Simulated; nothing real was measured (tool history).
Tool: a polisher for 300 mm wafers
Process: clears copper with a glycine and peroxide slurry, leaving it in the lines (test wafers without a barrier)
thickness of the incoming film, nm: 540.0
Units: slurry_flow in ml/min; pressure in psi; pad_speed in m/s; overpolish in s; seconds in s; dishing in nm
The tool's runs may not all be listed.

run	hour	slurry_flow	pressure	pad_speed	overpolish	seconds	dishing
1	0	230	3	0.9	13	85.216	56.756
2	8.9	230	3.2	0.9	13	81.531	55.232
3	12.3	230	3.2	0.9	16	83.254	67.332
4	13.2	230	3.4	0.9	16	79.028	69.52
5	16.4	230	3.4	0.76	16	91.149	63.623
6	21.1	230	3.6	0.78	16	84.912	67.341
7	22.7	230	3.7	0.8	15	81.169	65.08
8	26	230	3.7	0.8	15	81.593	65.528
9	29.5	230	3.8	0.82	15	77.553	67.761
10	35.2	230	3.9	0.82	15	78.448	69.416
11	41.4	230	4	0.84	14	74.318	67.912
12	49.2	230	4	0.84	14	74.027	69.48

Run 13 comes next. What will it give?
13	56.8	230	4.1	0.84	13	?	?

Run 13 gave seconds 71.259 s, dishing 64.646 nm.
